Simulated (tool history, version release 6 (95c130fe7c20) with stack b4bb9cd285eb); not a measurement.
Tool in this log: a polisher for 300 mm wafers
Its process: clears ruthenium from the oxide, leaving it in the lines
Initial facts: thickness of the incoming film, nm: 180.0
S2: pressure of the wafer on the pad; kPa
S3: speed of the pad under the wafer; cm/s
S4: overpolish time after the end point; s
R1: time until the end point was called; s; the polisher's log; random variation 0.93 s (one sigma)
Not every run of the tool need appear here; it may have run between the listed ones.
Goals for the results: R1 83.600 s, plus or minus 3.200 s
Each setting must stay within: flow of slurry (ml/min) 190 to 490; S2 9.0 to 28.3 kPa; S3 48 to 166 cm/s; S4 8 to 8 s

Run 1, hour 0.0: flow of slurry (ml/min) 315, S2 18.6 kPa, S3 106 cm/s, S4 8 s. Result: R1 134.150 s.
Run 2, hour 8.4: flow of slurry (ml/min) 290, S2 18.6 kPa, S3 106 cm/s, S4 8 s. Result: R1 135.780 s.
Run 3, hour 17.3: flow of slurry (ml/min) 290, S2 21.4 kPa, S3 106 cm/s, S4 8 s. Result: R1 120.070 s.
Run 4, hour 25.4: flow of slurry (ml/min) 290, S2 24.1 kPa, S3 106 cm/s, S4 8 s. Result: R1 106.130 s.
Run 5, hour 27.4: flow of slurry (ml/min) 290, S2 24.1 kPa, S3 106 cm/s, S4 8 s. Result: R1 105.890 s.
Run 6, hour 31.2: flow of slurry (ml/min) 290, S2 25.5 kPa, S3 108 cm/s, S4 8 s. Result: R1 99.667 s.
Run 7, hour 33.2: flow of slurry (ml/min) 290, S2 26.2 kPa, S3 110 cm/s, S4 8 s. Result: R1 95.349 s.
Run 8, hour 35.5: flow of slurry (ml/min) 290, S2 26.2 kPa, S3 110 cm/s, S4 8 s. Result: R1 95.801 s.
Run 9, hour 37.7: flow of slurry (ml/min) 290, S2 26.9 kPa, S3 112 cm/s, S4 8 s. Result: R1 90.446 s.
Run 10, hour 46.7: flow of slurry (ml/min) 290, S2 27.6 kPa, S3 112 cm/s, S4 8 s. Result: R1 87.492 s.

5 candidate next runs follow, results not yet known. Just one meets every target within its allowed miss. Identify it.
Run A, hour 55.7: flow of slurry (ml/min) 290, S2 24.8 kPa, S3 120 cm/s, S4 8 s. Result: R1 ?.
Run B, hour 55.7: flow of slurry (ml/min) 265, S2 27.6 kPa, S3 120 cm/s, S4 8 s. Result: R1 ?.
Run C, hour 55.7: flow of slurry (ml/min) 310, S2 24.8 kPa, S3 118 cm/s, S4 8 s. Result: R1 ?.
Run D, hour 55.7: flow of slurry (ml/min) 300, S2 26.9 kPa, S3 110 cm/s, S4 8 s. Result: R1 ?.
Run E, hour 55.7: flow of slurry (ml/min) 275, S2 25.5 kPa, S3 116 cm/s, S4 8 s. Result: R1 ?.

move      R1
   A  92.350
   B  84.008
   C  93.329
   D  92.655
   E  93.379
A: the biggest miss grows against the last run
B: hits every target within its allowed miss
C: the biggest miss grows against the last run
D: the biggest miss grows against the last run
E: the biggest miss grows against the last run
The move that meets every target is B.
